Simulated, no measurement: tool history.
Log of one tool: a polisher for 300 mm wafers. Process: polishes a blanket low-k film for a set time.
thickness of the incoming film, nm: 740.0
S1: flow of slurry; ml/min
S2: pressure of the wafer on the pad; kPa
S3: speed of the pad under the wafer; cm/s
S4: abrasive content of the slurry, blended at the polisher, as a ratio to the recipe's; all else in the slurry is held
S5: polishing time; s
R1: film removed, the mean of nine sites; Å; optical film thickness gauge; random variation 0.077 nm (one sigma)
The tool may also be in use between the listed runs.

run,hour,S1,S2,S3,S4,S5,R1
1,0.0,315,12.4,114,1.0,42,173.290
2,6.4,315,10.3,114,1.0,42,143.160
3,11.0,315,9.7,114,1.0,42,135.030
4,19.2,315,9.0,114,1.0,42,125.810
5,21.0,315,8.3,114,1.0,42,115.170
6,23.1,315,8.3,92,1.0,42,100.490
7,31.8,315,8.3,92,1.0,42,99.607

Run 8 comes next. What will it give?
8,32.7,320,8.3,92,1.0,42,?

{"run 8": {"R1": 99.961}}
